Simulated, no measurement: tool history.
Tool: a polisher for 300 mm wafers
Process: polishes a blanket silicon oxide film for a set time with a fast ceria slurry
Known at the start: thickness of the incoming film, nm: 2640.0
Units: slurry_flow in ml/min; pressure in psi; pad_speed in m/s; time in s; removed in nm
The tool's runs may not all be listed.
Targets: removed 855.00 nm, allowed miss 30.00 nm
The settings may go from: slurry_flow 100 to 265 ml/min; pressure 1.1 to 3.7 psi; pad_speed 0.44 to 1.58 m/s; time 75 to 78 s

Run 1, day 0.000: slurry_flow 170 ml/min, pressure 2.4 psi, pad_speed 1.00 m/s, time 75 s. Result: removed 1154.10 nm.
Run 2, day 0.367: slurry_flow 170 ml/min, pressure 3.0 psi, pad_speed 1.00 m/s, time 75 s. Result: removed 1430.20 nm.
Run 3, day 0.717: slurry_flow 170 ml/min, pressure 2.7 psi, pad_speed 1.00 m/s, time 75 s. Result: removed 1333.60 nm.
Run 4, day 0.854: slurry_flow 170 ml/min, pressure 2.3 psi, pad_speed 1.00 m/s, time 75 s. Result: removed 1132.00 nm.
Run 5, day 1.212: slurry_flow 170 ml/min, pressure 2.3 psi, pad_speed 1.00 m/s, time 75 s. Result: removed 1100.10 nm.
Run 6, day 1.308: slurry_flow 170 ml/min, pressure 2.3 psi, pad_speed 1.22 m/s, time 75 s. Result: removed 1308.30 nm.
At day 1.562: slurry nozzle cleaned.
Run 7, day 1.562: slurry_flow 155 ml/min, pressure 1.7 psi, pad_speed 1.20 m/s, time 75 s. Result: removed 981.43 nm.
Run 8, day 1.821: slurry_flow 150 ml/min, pressure 1.6 psi, pad_speed 1.20 m/s, time 75 s. Result: removed 915.01 nm.
Run 9, day 2.058: slurry_flow 145 ml/min, pressure 1.6 psi, pad_speed 1.20 m/s, time 75 s. Result: removed 905.42 nm.
Run 10, day 2.242: slurry_flow 140 ml/min, pressure 1.6 psi, pad_speed 1.20 m/s, time 75 s. Result: removed 902.75 nm.

Which of these 4 next moves meets every target?
Run A, day 2.425: slurry_flow 150 ml/min, pressure 1.2 psi, pad_speed 1.30 m/s, time 78 s. Result: removed ?.
Run B, day 2.425: slurry_flow 135 ml/min, pressure 1.4 psi, pad_speed 1.12 m/s, time 78 s. Result: removed ?.
Run C, day 2.425: slurry_flow 105 ml/min, pressure 2.0 psi, pad_speed 0.90 m/s, time 76 s. Result: removed ?.
Run D, day 2.425: slurry_flow 125 ml/min, pressure 1.6 psi, pad_speed 1.38 m/s, time 78 s. Result: removed ?.

move  removed
   A   779.58
   B   785.99
   C   866.86
   D  1042.60
A: takes the result that was furthest off past its target
B: takes the result that was furthest off past its target
C: meets every target
D: further off than the last run
Move C is the one to make.
